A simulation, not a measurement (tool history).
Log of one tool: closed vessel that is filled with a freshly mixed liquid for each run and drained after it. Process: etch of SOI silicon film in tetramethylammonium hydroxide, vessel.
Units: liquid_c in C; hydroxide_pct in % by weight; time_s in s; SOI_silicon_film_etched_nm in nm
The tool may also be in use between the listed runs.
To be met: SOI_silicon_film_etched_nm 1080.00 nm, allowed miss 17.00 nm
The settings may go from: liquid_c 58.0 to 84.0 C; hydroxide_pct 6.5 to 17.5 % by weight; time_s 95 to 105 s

run,day,liquid_c,hydroxide_pct,time_s,SOI_silicon_film_etched_nm
1,0.000,71.0,12.0,95,667.60
2,0.046,71.0,12.0,105,734.73
3,0.242,71.0,12.0,95,665.21
4,0.517,74.0,12.0,95,789.99
5,0.721,75.5,12.0,95,857.17
6,1.038,75.5,12.0,105,954.22
7,1.292,76.0,12.0,105,984.66
8,1.462,76.5,12.0,105,1010.10
9,1.833,77.0,12.0,105,1037.30

4 next moves are on the table. One of them brings every result within its allowed miss. Which?
A,2.204,78.0,12.5,105,?
B,2.204,78.5,13.0,95,?
C,2.204,76.5,9.5,95,?
D,2.204,78.0,13.5,100,?

move,SOI_silicon_film_etched_nm
A,1073.90
B,982.03
C,990.24
D,987.58
A: meets every target
B: further off than the last run
C: further off than the last run
D: further off than the last run
The right move is A.

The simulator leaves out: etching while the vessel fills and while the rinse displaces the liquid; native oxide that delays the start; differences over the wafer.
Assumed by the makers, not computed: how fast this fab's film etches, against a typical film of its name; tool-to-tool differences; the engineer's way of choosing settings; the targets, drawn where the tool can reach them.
